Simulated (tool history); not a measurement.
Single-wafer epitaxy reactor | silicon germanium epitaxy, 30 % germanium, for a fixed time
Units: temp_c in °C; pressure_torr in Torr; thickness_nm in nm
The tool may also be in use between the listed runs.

run	hour	temp_c	pressure_torr	thickness_nm
1	0.0	580	24.4	46.756
2	6.9	576	24.4	43.509
3	12.2	574	24.4	42.147
4	14.8	572	24.4	40.528
5	19.4	570	24.4	39.170
6	26.2	569	24.4	38.503
7	31.5	568	24.4	37.958

The next listed run, before its measurement:
8	37.7	568	24.4	?

thickness_nm: 38.066 nm

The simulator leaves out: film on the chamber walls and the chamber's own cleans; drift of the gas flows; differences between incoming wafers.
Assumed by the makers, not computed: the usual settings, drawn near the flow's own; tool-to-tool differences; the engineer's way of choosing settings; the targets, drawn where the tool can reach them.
